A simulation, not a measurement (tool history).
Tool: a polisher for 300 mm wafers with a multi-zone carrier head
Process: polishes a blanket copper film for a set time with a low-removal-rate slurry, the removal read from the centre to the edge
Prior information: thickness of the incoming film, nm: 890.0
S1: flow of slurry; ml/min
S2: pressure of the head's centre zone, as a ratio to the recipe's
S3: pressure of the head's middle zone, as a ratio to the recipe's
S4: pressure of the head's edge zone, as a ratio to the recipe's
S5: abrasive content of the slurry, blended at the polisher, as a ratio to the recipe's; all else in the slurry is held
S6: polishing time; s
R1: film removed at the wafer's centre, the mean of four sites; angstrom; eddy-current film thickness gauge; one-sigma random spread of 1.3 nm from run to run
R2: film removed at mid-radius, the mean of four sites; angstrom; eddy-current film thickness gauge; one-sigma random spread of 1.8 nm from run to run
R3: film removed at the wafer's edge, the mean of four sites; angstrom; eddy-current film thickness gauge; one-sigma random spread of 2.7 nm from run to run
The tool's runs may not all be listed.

Run 1, day 0.000: S1 195 ml/min, S2 1.00, S3 1.00, S4 1.00, S5 1.00, S6 83 s. Result: R1 2607.2 angstrom, R2 2664.7 angstrom, R3 2576.6 angstrom.
Run 2, day 0.212: S1 185 ml/min, S2 1.01, S3 0.95, S4 1.00, S5 0.90, S6 80 s. Result: R1 2441.8 angstrom, R2 2382.2 angstrom, R3 2529.1 angstrom.
Run 3, day 0.288: S1 185 ml/min, S2 1.06, S3 0.95, S4 1.00, S5 0.90, S6 80 s. Result: R1 2596.1 angstrom, R2 2406.0 angstrom, R3 2535.0 angstrom.
Run 4, day 0.571: S1 195 ml/min, S2 1.06, S3 0.92, S4 0.96, S5 0.80, S6 76 s. Result: R1 2436.2 angstrom, R2 2218.8 angstrom, R3 2276.7 angstrom.
Run 5, day 0.617: S1 195 ml/min, S2 1.06, S3 0.96, S4 0.96, S5 0.80, S6 76 s. Result: R1 2425.8 angstrom, R2 2217.3 angstrom, R3 2247.4 angstrom.
Run 6, day 0.754: S1 180 ml/min, S2 1.06, S3 0.93, S4 0.94, S5 0.70, S6 75 s. Result: R1 2289.7 angstrom, R2 2079.9 angstrom, R3 2129.6 angstrom.
Run 7, day 1.112: S1 165 ml/min, S2 1.06, S3 0.90, S4 0.94, S5 0.65, S6 74 s. Result: R1 2175.5 angstrom, R2 1981.0 angstrom, R3 2098.6 angstrom.

Expected results for the next run?
Run 8, day 1.229: S1 165 ml/min, S2 1.10, S3 0.81, S4 0.94, S5 0.50, S6 68 s. Result: R1 ?, R2 ?, R3 ?.

Run 8 gave R1 1993.3 angstrom, R2 1535.4 angstrom, R3 1793.3 angstrom.

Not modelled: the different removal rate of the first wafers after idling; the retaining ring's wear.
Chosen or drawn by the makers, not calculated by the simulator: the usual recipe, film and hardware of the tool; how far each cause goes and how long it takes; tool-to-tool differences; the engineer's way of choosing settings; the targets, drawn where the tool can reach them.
